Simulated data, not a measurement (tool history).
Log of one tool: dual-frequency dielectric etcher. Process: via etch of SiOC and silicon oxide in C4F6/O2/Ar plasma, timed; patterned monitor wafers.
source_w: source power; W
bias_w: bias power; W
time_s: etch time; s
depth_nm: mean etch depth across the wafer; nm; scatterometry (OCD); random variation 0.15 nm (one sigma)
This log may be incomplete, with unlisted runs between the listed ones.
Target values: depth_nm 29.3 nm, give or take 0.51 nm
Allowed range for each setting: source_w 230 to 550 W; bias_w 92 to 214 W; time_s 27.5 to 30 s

run,hour,source_w,bias_w,time_s,depth_nm
1,0,390,153,30,35.823
2,5.4,440,153,30,37.827
3,5.9,410,153,30,36.745
4,8.1,360,146,30,34.625
5,12.7,360,134,30,33.336
6,16.2,410,134,30,34.775
7,22,370,130,30,33.271
# hour 27: wet clean of the chamber
8,27,340,128,30,30.887
9,32.2,330,128,30,30.282
10,37.4,330,128,30,30.401
11,45.5,320,128,30,30.386

Exercise: of the 4 proposed moves below, exactly one satisfies all targets within the stated allowed misses. Which move is it?
A,53.6,290,136,29.5,?
B,53.6,340,152,30,?
C,53.6,350,133,30,?
D,53.6,370,116,30,?

move,depth_nm
A,29.038
B,32.677
C,31.413
D,30.488
A: all results land within tolerance of their targets
B: lands further from the targets than the last run did
C: lands further from the targets than the last run did
D: lands further from the targets than the last run did
Move A is the one to make.
